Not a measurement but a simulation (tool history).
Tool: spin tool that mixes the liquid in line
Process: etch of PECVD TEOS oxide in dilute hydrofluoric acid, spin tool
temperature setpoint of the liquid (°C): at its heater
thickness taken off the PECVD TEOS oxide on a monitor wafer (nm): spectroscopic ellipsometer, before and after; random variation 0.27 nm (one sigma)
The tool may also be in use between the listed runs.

run    day  temperature setpoint of the liquid (°C)  parts of water to one part of 49 % hydrofluoric acid (parts by volume)  time under the liquid (s)  thickness taken off the PECVD TEOS oxide on a monitor wafer (nm)
  1      0                                       24                                                                     110                        115                                                            11.506
  2  0.242                                       27                                                                     110                        115                                                            13.042
  3  0.454                                     27.5                                                                     100                        115                                                            14.908
  4  0.671                                       28                                                                      95                        115                                                            16.232
  5  0.817                                       31                                                                      95                        115                                                            18.011
  6  1.058                                       31                                                                      90                        115                                                            19.109
  7  1.271                                       31                                                                      85                        115                                                            20.496
  8  1.304                                       31                                                                      80                        115                                                            21.747
  9  1.492                                       31                                                                      75                        115                                                            23.443

The next listed run, before its measurement:
 10  1.571                                       32                                                                      55                        115                                                                 ?

{"run 10": {"thickness taken off the PECVD TEOS oxide on a monitor wafer (nm)": 34.109}}

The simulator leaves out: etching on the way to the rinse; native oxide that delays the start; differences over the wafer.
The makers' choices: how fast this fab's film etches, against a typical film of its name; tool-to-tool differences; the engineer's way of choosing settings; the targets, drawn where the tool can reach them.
